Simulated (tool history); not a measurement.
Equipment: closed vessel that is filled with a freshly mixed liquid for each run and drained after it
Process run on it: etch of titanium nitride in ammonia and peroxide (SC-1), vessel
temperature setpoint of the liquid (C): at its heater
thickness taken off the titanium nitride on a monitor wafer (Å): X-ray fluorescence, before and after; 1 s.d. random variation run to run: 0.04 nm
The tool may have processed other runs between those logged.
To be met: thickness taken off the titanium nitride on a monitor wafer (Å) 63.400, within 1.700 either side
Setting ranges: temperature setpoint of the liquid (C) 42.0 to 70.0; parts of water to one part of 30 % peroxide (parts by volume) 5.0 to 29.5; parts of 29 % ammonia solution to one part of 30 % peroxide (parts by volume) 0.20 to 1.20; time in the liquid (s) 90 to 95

run	day	temperature setpoint of the liquid (C)	parts of water to one part of 30 % peroxide (parts by volume)	parts of 29 % ammonia solution to one part of 30 % peroxide (parts by volume)	time in the liquid (s)	thickness taken off the titanium nitride on a monitor wafer (Å)
1	0.000	58.0	16.5	0.85	90	107.570
2	0.133	58.0	22.0	0.85	90	92.927
3	0.508	57.0	22.0	0.85	90	86.262
4	0.638	56.0	22.0	0.85	90	80.975
5	0.971	56.0	22.0	0.85	95	85.119
6	1.025	55.5	22.0	0.85	95	81.719
7	1.233	55.0	22.0	0.85	95	80.211
8	1.317	54.5	22.0	0.85	95	77.195
9	1.467	54.0	22.0	0.85	95	74.649
10	1.596	53.5	22.0	0.85	95	72.468
11	1.862	53.0	22.0	0.85	95	70.149
12	2.196	52.5	22.0	0.85	95	67.954

5 candidate next runs follow, results not yet known. Just one meets every target within its allowed miss. Identify it.
A	2.529	51.5	20.0	0.95	90	?
B	2.529	53.0	22.5	0.80	95	?
C	2.529	53.0	18.5	0.75	95	?
D	2.529	54.0	24.5	0.70	95	?
E	2.529	55.0	22.5	1.20	90	?

move	thickness taken off the titanium nitride on a monitor wafer (Å)
A	64.699
B	68.820
C	75.791
D	68.567
E	80.213
A: every result lands within tolerance
B: the biggest miss grows against the last run
C: the biggest miss grows against the last run
D: the biggest miss grows against the last run
E: the biggest miss grows against the last run
A is the move that brings every result within its allowed miss.
